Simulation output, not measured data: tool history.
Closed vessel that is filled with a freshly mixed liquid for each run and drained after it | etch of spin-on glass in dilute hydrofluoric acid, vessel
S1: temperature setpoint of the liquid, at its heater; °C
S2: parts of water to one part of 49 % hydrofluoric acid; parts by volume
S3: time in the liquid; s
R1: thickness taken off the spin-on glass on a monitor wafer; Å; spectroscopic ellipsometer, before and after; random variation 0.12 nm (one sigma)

run	hour	S1	S2	S3	R1
1	0	25	145	100	220.33
2	7.1	23.5	145	100	205.39
3	11.4	27	145	100	237.07
4	15.9	24.5	145	100	215.28
5	24	24.5	145	100	215.24
6	25.2	23.5	145	100	206.21

Forecast run 7:
7	30.5	22.5	145	100	?

{"run 7": {"R1": 195.57}}
